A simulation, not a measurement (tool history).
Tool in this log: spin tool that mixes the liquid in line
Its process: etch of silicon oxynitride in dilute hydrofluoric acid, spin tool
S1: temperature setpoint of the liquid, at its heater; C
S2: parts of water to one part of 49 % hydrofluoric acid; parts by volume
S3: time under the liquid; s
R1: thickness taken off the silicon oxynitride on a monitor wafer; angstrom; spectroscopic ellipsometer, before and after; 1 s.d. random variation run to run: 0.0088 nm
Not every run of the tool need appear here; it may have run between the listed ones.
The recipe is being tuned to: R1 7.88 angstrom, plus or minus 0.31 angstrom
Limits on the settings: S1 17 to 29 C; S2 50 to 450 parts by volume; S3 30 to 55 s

run 1 hour=0 | S1=21 S2=250 S3=55 | R1=5.5038
run 2 hour=3.7 | S1=22.5 S2=250 S3=55 | R1=6.0213
run 3 hour=10.3 | S1=22.5 S2=170 S3=55 | R1=9.1311
run 4 hour=11.6 | S1=22.5 S2=170 S3=55 | R1=9.1797
run 5 hour=18.5 | S1=22.5 S2=170 S3=30 | R1=4.9877
run 6 hour=21.4 | S1=22.5 S2=85 S3=30 | R1=10.52
run 7 hour=28 | S1=22 S2=90 S3=30 | R1=9.8808
run 8 hour=31 | S1=21.5 S2=95 S3=30 | R1=9.0602

Of the 5 settings listed for the next run, only one would bring every result within its allowed miss of target. Which one?
run A hour=34 | S1=21.5 S2=140 S3=40 | R1=?
run B hour=34 | S1=22.5 S2=80 S3=30 | R1=?
run C hour=34 | S1=23 S2=90 S3=30 | R1=?
run D hour=34 | S1=22 S2=90 S3=30 | R1=?
run E hour=34 | S1=21 S2=95 S3=30 | R1=?

move=A R1=7.8433
move=B R1=11.309
move=C R1=10.214
move=D R1=9.7343
move=E R1=8.7517
A: in spec on every target
B: misses by more than the last run did
C: misses by more than the last run did
D: misses by more than the last run did
E: better than the last run, though not everything is in spec
Correct choice: A, which meets every target
